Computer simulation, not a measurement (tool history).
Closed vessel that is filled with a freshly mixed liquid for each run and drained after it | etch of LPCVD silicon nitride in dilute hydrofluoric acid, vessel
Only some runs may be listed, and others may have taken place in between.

| run | hour | temperature setpoint of the liquid (K) | parts of water to one part of 49 % hydrofluoric acid (parts by volume) | time in the liquid (s) | thickness taken off the LPCVD silicon nitride on a monitor wafer (angstrom) |
|---|---|---|---|---|---|
| 1 | 0.0 | 296.15 | 110 | 625 | 29.277 |
| 2 | 3.5 | 298.15 | 105 | 625 | 35.063 |
| 3 | 8.1 | 298.15 | 105 | 415 | 22.950 |
| 4 | 12.8 | 298.65 | 85 | 470 | 33.071 |
| 5 | 21.7 | 298.65 | 85 | 415 | 29.323 |
| 6 | 25.2 | 298.65 | 85 | 625 | 44.679 |

Run 7 comes next. What will it give?
| 7 | 30.4 | 300.15 | 85 | 625 | ? |

thickness taken off the LPCVD silicon nitride on a monitor wafer (angstrom): 48.914

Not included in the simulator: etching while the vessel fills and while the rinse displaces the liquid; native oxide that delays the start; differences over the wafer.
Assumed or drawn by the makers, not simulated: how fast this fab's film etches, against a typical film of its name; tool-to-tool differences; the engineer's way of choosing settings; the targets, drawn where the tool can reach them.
